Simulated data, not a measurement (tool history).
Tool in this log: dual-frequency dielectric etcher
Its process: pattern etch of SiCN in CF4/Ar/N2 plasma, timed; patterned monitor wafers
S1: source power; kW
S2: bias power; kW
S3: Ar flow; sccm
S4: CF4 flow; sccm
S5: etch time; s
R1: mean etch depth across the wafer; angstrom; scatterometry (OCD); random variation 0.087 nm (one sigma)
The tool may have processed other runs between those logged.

run	hour	S1	S2	S3	S4	S5	R1
1	0	0.31	0.054	129	54	81.5	427.44
2	1.1	0.31	0.045	129	54	81.5	396.22
3	8.7	0.31	0.035	129	54	81.5	350.92
4	12	0.33	0.035	129	54	81.5	371.89
5	15.1	0.33	0.032	129	54	81.5	356.35
6	16.9	0.33	0.032	129	60	81.5	360.87
7	25.6	0.32	0.032	130	60	81.5	351.41
8	32.2	0.31	0.032	131	60	81.5	341.37

For run 9, what comes out?
9	37.2	0.3	0.032	132	60	81.5	?

Run 9 measured R1 330.62 angstrom.
